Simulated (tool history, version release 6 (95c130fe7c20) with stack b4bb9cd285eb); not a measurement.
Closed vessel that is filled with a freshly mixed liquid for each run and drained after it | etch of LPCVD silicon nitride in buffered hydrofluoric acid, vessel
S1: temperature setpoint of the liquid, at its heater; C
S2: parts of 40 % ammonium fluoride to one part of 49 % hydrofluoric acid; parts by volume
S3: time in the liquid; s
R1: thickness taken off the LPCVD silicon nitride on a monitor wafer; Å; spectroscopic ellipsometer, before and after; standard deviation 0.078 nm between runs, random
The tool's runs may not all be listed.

run	hour	S1	S2	S3	R1
1	0.0	23.0	19	2740	209.29
2	1.4	26.5	19	2740	249.80
3	4.0	29.0	19	2740	288.98
4	11.9	29.0	19	2915	304.95
5	13.1	29.0	19	2915	306.69
6	19.9	26.0	19	2915	262.26

Predict the results of run 7:
7	22.5	24.5	19	2915	?

R1: 240.77 Å
